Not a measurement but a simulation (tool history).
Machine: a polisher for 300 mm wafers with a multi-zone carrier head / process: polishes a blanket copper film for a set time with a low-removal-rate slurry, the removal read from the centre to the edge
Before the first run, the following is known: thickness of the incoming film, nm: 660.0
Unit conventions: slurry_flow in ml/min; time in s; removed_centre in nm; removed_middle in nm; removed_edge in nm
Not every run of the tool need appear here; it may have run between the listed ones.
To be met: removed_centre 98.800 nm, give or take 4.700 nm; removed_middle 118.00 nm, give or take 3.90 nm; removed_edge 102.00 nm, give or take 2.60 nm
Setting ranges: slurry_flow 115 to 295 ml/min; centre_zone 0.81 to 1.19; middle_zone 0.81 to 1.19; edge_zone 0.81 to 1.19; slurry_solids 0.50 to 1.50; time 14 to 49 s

run 1 hour=0.0 | slurry_flow=190 centre_zone=1.00 middle_zone=1.00 edge_zone=1.00 slurry_solids=1.00 time=31 | removed_centre=114.540 removed_middle=116.39 removed_edge=112.67
run 2 hour=3.6 | slurry_flow=190 centre_zone=1.00 middle_zone=0.92 edge_zone=1.00 slurry_solids=1.00 time=31 | removed_centre=114.260 removed_middle=110.10 removed_edge=113.27
run 3 hour=11.3 | slurry_flow=170 centre_zone=1.00 middle_zone=0.92 edge_zone=1.00 slurry_solids=1.00 time=31 | removed_centre=113.390 removed_middle=109.11 removed_edge=111.21
run 4 hour=15.6 | slurry_flow=165 centre_zone=0.98 middle_zone=0.94 edge_zone=0.98 slurry_solids=1.00 time=31 | removed_centre=112.050 removed_middle=110.53 removed_edge=110.87
run 5 hour=21.3 | slurry_flow=165 centre_zone=0.90 middle_zone=0.94 edge_zone=0.98 slurry_solids=1.00 time=31 | removed_centre=102.290 removed_middle=109.68 removed_edge=110.31
run 6 hour=30.2 | slurry_flow=165 centre_zone=0.90 middle_zone=0.96 edge_zone=0.96 slurry_solids=1.00 time=31 | removed_centre=102.820 removed_middle=110.60 removed_edge=108.79
run 7 hour=31.4 | slurry_flow=165 centre_zone=0.90 middle_zone=0.96 edge_zone=0.96 slurry_solids=1.00 time=31 | removed_centre=100.610 removed_middle=112.87 removed_edge=109.58
run 8 hour=36.0 | slurry_flow=165 centre_zone=0.90 middle_zone=0.97 edge_zone=0.94 slurry_solids=1.00 time=31 | removed_centre=102.310 removed_middle=112.08 removed_edge=108.89
run 9 hour=41.6 | slurry_flow=165 centre_zone=0.90 middle_zone=0.99 edge_zone=0.92 slurry_solids=1.00 time=31 | removed_centre=98.883 removed_middle=114.14 removed_edge=106.92
run 10 hour=48.2 | slurry_flow=165 centre_zone=0.91 middle_zone=1.00 edge_zone=0.91 slurry_solids=1.00 time=31 | removed_centre=106.790 removed_middle=114.45 removed_edge=106.58
run 11 hour=53.8 | slurry_flow=165 centre_zone=0.90 middle_zone=1.01 edge_zone=0.90 slurry_solids=1.00 time=31 | removed_centre=100.530 removed_middle=114.92 removed_edge=106.48
run 12 hour=58.9 | slurry_flow=165 centre_zone=0.90 middle_zone=1.02 edge_zone=0.89 slurry_solids=1.00 time=31 | removed_centre=103.030 removed_middle=117.12 removed_edge=104.73

Exactly one of the 4 candidate moves below puts every result within its allowed miss. Which one?
run A hour=64.0 | slurry_flow=215 centre_zone=0.87 middle_zone=1.04 edge_zone=0.85 slurry_solids=0.80 time=31 | removed_centre=? removed_middle=? removed_edge=?
run B hour=64.0 | slurry_flow=185 centre_zone=0.83 middle_zone=1.11 edge_zone=0.99 slurry_solids=0.75 time=30 | removed_centre=? removed_middle=? removed_edge=?
run C hour=64.0 | slurry_flow=150 centre_zone=0.91 middle_zone=0.98 edge_zone=0.90 slurry_solids=1.05 time=32 | removed_centre=? removed_middle=? removed_edge=?
run D hour=64.0 | slurry_flow=180 centre_zone=0.86 middle_zone=0.99 edge_zone=0.89 slurry_solids=0.85 time=32 | removed_centre=? removed_middle=? removed_edge=?

move=A removed_centre=99.150 removed_middle=120.48 removed_edge=102.45
move=B removed_centre=88.967 removed_middle=119.36 removed_edge=104.03
move=C removed_centre=105.290 removed_middle=117.56 removed_edge=108.75
move=D removed_centre=99.438 removed_middle=118.11 removed_edge=107.11
A: every result within its allowed miss
B: meets the target for the result that was furthest off, but another lies outside its allowed miss
C: lands further from the targets than the last run did
D: lands further from the targets than the last run did
Correct choice: A, which meets every target
